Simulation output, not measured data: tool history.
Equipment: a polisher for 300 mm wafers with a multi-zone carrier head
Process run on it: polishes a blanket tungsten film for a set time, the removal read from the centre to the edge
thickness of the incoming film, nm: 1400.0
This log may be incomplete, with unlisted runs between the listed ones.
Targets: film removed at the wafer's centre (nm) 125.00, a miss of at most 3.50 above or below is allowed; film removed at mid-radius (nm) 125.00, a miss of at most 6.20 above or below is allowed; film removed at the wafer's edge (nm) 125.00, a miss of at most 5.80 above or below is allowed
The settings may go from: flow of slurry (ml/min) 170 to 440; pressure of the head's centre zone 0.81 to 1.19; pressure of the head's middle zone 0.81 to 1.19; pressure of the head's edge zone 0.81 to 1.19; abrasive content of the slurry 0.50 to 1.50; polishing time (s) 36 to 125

| run | hour | flow of slurry (ml/min) | pressure of the head's centre zone | pressure of the head's middle zone | pressure of the head's edge zone | abrasive content of the slurry | polishing time (s) | film removed at the wafer's centre (nm) | film removed at mid-radius (nm) | film removed at the wafer's edge (nm) |
|---|---|---|---|---|---|---|---|---|---|---|
| 1 | 0.0 | 280 | 1.00 | 1.00 | 1.00 | 1.00 | 80 | 182.79 | 186.02 | 204.88 |
| 2 | 0.6 | 280 | 1.00 | 1.04 | 1.00 | 1.00 | 80 | 182.52 | 192.42 | 204.92 |
| 3 | 7.3 | 280 | 1.00 | 1.04 | 1.07 | 1.00 | 80 | 184.13 | 190.82 | 216.87 |
| 4 | 11.7 | 285 | 1.00 | 1.01 | 1.00 | 0.85 | 73 | 162.54 | 168.24 | 185.80 |
| 5 | 13.9 | 285 | 1.00 | 1.01 | 1.00 | 0.70 | 73 | 158.71 | 162.60 | 177.13 |
| 6 | 15.1 | 280 | 1.01 | 1.00 | 0.95 | 0.65 | 68 | 146.59 | 146.59 | 160.88 |
| 7 | 15.8 | 285 | 1.02 | 1.02 | 0.91 | 0.60 | 64 | 138.42 | 138.29 | 146.17 |
| 8 | 23.9 | 280 | 1.02 | 1.03 | 0.88 | 0.55 | 62 | 133.56 | 134.36 | 138.80 |
| 9 | 25.2 | 275 | 1.02 | 1.03 | 0.86 | 0.55 | 61 | 130.72 | 137.65 | 136.13 |

Which one of the following 5 next-run settings gets every result inside its allowed miss? There is exactly one.
| A | 26.5 | 260 | 0.95 | 1.05 | 0.89 | 0.60 | 62 | ? | ? | ? |
| B | 26.5 | 270 | 1.07 | 1.19 | 0.81 | 0.55 | 59 | ? | ? | ? |
| C | 26.5 | 370 | 1.01 | 0.89 | 1.01 | 0.50 | 59 | ? | ? | ? |
| D | 26.5 | 325 | 1.06 | 1.05 | 0.88 | 0.50 | 55 | ? | ? | ? |
| E | 26.5 | 270 | 0.92 | 1.04 | 0.90 | 0.75 | 64 | ? | ? | ? |

| move | film removed at the wafer's centre (nm) | film removed at mid-radius (nm) | film removed at the wafer's edge (nm) |
|---|---|---|---|
| A | 124.63 | 135.43 | 139.73 |
| B | 132.98 | 139.69 | 126.67 |
| C | 127.75 | 116.49 | 141.30 |
| D | 123.70 | 120.03 | 122.70 |
| E | 128.78 | 143.56 | 149.67 |
A: misses by more than the last run did
B: misses by more than the last run did
C: carries the result that was furthest off beyond its target, to the other side
D: every result lands within tolerance
E: misses by more than the last run did
D is the move that brings every result within its allowed miss.
